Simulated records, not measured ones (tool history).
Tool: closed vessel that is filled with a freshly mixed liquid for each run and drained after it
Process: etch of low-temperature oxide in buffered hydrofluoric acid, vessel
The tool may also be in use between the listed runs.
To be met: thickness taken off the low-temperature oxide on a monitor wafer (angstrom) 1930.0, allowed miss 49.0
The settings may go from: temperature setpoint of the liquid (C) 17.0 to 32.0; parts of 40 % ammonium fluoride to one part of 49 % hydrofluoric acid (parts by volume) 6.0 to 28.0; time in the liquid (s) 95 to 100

| run | day | temperature setpoint of the liquid (C) | parts of 40 % ammonium fluoride to one part of 49 % hydrofluoric acid (parts by volume) | time in the liquid (s) | thickness taken off the low-temperature oxide on a monitor wafer (angstrom) |
|---|---|---|---|---|---|
| 1 | 0.000 | 25.0 | 17.0 | 95 | 1150.2 |
| 2 | 0.350 | 26.0 | 16.5 | 95 | 1243.9 |
| 3 | 0.579 | 23.5 | 16.5 | 95 | 1085.0 |
| 4 | 0.821 | 23.5 | 18.0 | 95 | 1003.8 |
| 5 | 1.058 | 25.0 | 17.5 | 95 | 1120.4 |
| 6 | 1.408 | 26.0 | 17.0 | 95 | 1218.4 |
| 7 | 1.721 | 27.0 | 16.5 | 95 | 1317.7 |
| 8 | 1.762 | 28.0 | 16.0 | 95 | 1431.1 |
| 9 | 1.817 | 28.5 | 15.5 | 95 | 1523.3 |
| 10 | 2.033 | 29.0 | 15.5 | 95 | 1563.6 |
| 11 | 2.192 | 29.5 | 15.5 | 95 | 1607.9 |
| 12 | 2.262 | 29.5 | 15.5 | 95 | 1604.1 |
| 13 | 2.588 | 30.0 | 15.5 | 95 | 1642.8 |
| 14 | 2.658 | 30.5 | 15.5 | 95 | 1692.8 |
| 15 | 2.838 | 31.5 | 15.0 | 95 | 1842.8 |

5 next moves are on the table. One of them brings every result within its allowed miss. Which?
| A | 3.017 | 31.5 | 15.5 | 95 | ? |
| B | 3.017 | 32.0 | 16.5 | 95 | ? |
| C | 3.017 | 31.0 | 14.0 | 95 | ? |
| D | 3.017 | 26.0 | 12.5 | 100 | ? |
| E | 3.017 | 29.0 | 14.0 | 95 | ? |

| move | thickness taken off the low-temperature oxide on a monitor wafer (angstrom) |
|---|---|
| A | 1784.0 |
| B | 1722.2 |
| C | 1920.2 |
| D | 1732.2 |
| E | 1728.6 |
A: further off than the last run
B: further off than the last run
C: meets every target
D: further off than the last run
E: further off than the last run
Move C is the one to make.

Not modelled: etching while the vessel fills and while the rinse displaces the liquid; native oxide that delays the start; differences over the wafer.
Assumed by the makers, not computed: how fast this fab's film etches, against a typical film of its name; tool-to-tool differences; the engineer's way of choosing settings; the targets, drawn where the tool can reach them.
